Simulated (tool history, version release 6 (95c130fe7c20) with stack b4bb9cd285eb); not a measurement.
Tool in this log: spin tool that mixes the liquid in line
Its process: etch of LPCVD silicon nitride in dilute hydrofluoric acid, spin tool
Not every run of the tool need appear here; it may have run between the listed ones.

run	hour	temperature setpoint of the liquid (C)	parts of water to one part of 49 % hydrofluoric acid (parts by volume)	time under the liquid (s)	thickness taken off the LPCVD silicon nitride on a monitor wafer (Å)
1	0	23	80	320	19.262
2	2.7	24	70	325	24.414
3	9.4	25	65	330	27.187
4	14.3	25	45	330	41.008
5	18.9	25	65	330	28.389
6	23.1	22	65	330	23.568
7	29.6	23	60	330	26.556
8	37.9	27	35	340	57.657
9	41.8	26.5	35	340	58.459

What will run 10 give?
10	42.5	26.5	35	340	?

thickness taken off the LPCVD silicon nitride on a monitor wafer (Å): 59.436

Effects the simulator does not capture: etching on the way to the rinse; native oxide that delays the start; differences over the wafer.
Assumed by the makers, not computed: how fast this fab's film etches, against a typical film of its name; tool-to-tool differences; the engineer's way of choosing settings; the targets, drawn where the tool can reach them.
